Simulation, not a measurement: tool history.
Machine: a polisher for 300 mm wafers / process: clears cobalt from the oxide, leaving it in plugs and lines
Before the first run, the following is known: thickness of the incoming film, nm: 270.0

| run | day | flow of slurry (ml/min) | pressure of the wafer on the pad (psi) | speed of the pad under the wafer (cm/s) | overpolish time after the end point (s) | time until the end point was called (s) | dishing of a wide line in a test structure (angstrom) |
|---|---|---|---|---|---|---|---|
| 1 | 0 | 180 | 2 | 104 | 13 | 41.51 | 335.65 |
| 2 | 0.088 | 175 | 2 | 104 | 11 | 41.178 | 316.27 |
| 3 | 0.162 | 160 | 2 | 104 | 10 | 41.533 | 296.96 |
| 4 | 0.183 | 160 | 2 | 104 | 16 | 41.988 | 350.99 |
| 5 | 0.417 | 160 | 2 | 104 | 11 | 42.105 | 306.8 |
| 6 | 0.538 | 150 | 2 | 104 | 10 | 42.438 | 305.05 |
| 7 | 0.596 | 200 | 1.5 | 102 | 4 | 51.804 | 151.27 |
| 8 | 0.871 | 195 | 1.6 | 102 | 4 | 49.834 | 154.22 |
| 9 | 1.104 | 190 | 1.7 | 102 | 4 | 47.575 | 165.66 |
| 10 | 1.154 | 170 | 1.9 | 100 | 10 | 44.749 | 291.02 |

What will run 11 give?
| 11 | 1.262 | 185 | 1.8 | 102 | 10 | ? | ? |

{"run 11": {"time until the end point was called (s)": 45.948, "dishing of a wide line in a test structure (angstrom)": 292.78}}
